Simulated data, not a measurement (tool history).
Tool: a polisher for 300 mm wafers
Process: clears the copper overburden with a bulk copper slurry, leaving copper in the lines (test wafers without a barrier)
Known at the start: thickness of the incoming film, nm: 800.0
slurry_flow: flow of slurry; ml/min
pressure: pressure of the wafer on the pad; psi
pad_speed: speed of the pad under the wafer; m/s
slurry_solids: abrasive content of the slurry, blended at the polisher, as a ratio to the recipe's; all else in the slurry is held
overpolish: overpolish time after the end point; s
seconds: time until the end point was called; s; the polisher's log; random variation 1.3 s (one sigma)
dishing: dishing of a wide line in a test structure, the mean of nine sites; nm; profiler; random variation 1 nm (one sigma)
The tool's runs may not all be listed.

| run | hour | slurry_flow | pressure | pad_speed | slurry_solids | overpolish | seconds | dishing |
|---|---|---|---|---|---|---|---|---|
| 1 | 0 | 120 | 3 | 1.06 | 1 | 25 | 70.541 | 107.22 |
| 2 | 0.7 | 120 | 2.6 | 1.14 | 1 | 21 | 75.838 | 93.098 |
| 3 | 8 | 115 | 2.3 | 1.24 | 0.95 | 18 | 80.729 | 79.994 |
| 4 | 14.4 | 115 | 2.7 | 1.24 | 0.95 | 18 | 70.076 | 89.18 |
| 5 | 23.1 | 115 | 2.1 | 1.24 | 0.95 | 18 | 88.366 | 74.889 |
| 6 | 25.1 | 115 | 2.1 | 1.24 | 1.1 | 18 | 85.463 | 77.252 |
| 7 | 32.6 | 120 | 1.9 | 1.36 | 0.95 | 15 | 88.316 | 66.33 |

Forecast run 8:
| 8 | 39.2 | 135 | 1.8 | 1.44 | 0.9 | 13 | ? | ? |

seconds: 88.145 s
dishing: 57.55 nm
